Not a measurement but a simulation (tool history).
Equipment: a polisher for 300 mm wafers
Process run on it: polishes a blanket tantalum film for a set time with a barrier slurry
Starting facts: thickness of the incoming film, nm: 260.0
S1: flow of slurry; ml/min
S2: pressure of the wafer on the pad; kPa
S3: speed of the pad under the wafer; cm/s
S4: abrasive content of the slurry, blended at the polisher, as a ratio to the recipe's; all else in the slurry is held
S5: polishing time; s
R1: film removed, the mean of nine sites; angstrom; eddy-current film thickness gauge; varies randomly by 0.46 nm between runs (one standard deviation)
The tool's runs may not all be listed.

run,hour,S1,S2,S3,S4,S5,R1
1,0.0,175,13.1,116,1.0,30,552.67
2,6.6,175,11.0,116,1.0,30,479.27
3,11.8,175,11.0,116,1.2,30,491.42
4,19.4,175,11.0,116,1.0,30,471.45
5,24.3,175,11.0,116,1.0,30,476.11
6,26.8,155,11.0,116,1.0,30,468.92
7,29.5,165,12.4,116,1.0,30,524.06
8,30.8,170,13.8,116,1.0,30,585.78
9,35.0,175,14.5,116,1.0,30,616.68
10,35.8,180,15.2,116,1.0,30,645.02

What does the tool deliver on the next run?
11,37.9,180,15.9,116,1.0,30,?

R1: 679.45 angstrom

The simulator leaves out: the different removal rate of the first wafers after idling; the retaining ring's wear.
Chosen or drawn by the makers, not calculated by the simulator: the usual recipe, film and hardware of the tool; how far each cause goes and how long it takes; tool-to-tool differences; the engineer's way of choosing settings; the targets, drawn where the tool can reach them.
